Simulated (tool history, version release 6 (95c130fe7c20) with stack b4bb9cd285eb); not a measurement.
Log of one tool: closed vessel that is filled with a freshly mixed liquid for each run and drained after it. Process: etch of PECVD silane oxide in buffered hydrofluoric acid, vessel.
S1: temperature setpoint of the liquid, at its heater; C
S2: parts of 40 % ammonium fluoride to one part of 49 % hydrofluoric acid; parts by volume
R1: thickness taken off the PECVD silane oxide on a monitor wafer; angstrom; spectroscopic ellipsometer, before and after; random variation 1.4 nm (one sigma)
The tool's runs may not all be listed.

{"run": 1, "hour": 0.0, "S1": 25.0, "S2": 13.5, "time in the liquid (s)": 35, "R1": 735.38}
{"run": 2, "hour": 3.1, "S1": 25.0, "S2": 13.5, "time in the liquid (s)": 30, "R1": 628.44}
{"run": 3, "hour": 4.6, "S1": 25.0, "S2": 11.5, "time in the liquid (s)": 30, "R1": 743.13}
{"run": 4, "hour": 7.5, "S1": 25.0, "S2": 15.0, "time in the liquid (s)": 30, "R1": 569.61}
{"run": 5, "hour": 12.4, "S1": 25.0, "S2": 18.5, "time in the liquid (s)": 30, "R1": 465.35}
{"run": 6, "hour": 17.3, "S1": 26.5, "S2": 16.0, "time in the liquid (s)": 30, "R1": 584.25}
{"run": 7, "hour": 20.4, "S1": 27.5, "S2": 14.0, "time in the liquid (s)": 30, "R1": 698.99}
{"run": 8, "hour": 27.4, "S1": 28.5, "S2": 12.5, "time in the liquid (s)": 30, "R1": 824.66}
{"run": 9, "hour": 30.0, "S1": 29.0, "S2": 11.0, "time in the liquid (s)": 30, "R1": 956.79}
{"run": 10, "hour": 34.3, "S1": 29.5, "S2": 10.0, "time in the liquid (s)": 30, "R1": 1078.0}
{"run": 11, "hour": 35.9, "S1": 30.0, "S2": 9.5, "time in the liquid (s)": 30, "R1": 1152.7}
{"run": 12, "hour": 37.5, "S1": 32.0, "S2": 6.0, "time in the liquid (s)": 30, "R1": 1954.1}
{"run": 13, "hour": 40.3, "S1": 32.0, "S2": 6.0, "time in the liquid (s)": 30, "R1": 1993.9}
{"run": 14, "hour": 42.9, "S1": 31.5, "S2": 6.0, "time in the liquid (s)": 30, "R1": 1914.1}
{"run": 15, "hour": 47.3, "S1": 31.0, "S2": 6.0, "time in the liquid (s)": 30, "R1": 1849.7}
{"run": 16, "hour": 55.6, "S1": 31.0, "S2": 6.0, "time in the liquid (s)": 30, "R1": 1886.1}
{"run": 17, "hour": 56.4, "S1": 30.5, "S2": 6.0, "time in the liquid (s)": 30, "R1": 1826.0}

The next listed run, before its measurement:
{"run": 18, "hour": 58.7, "S1": 30.0, "S2": 6.0, "time in the liquid (s)": 30, "R1": "?"}

R1: 1766.50 angstrom
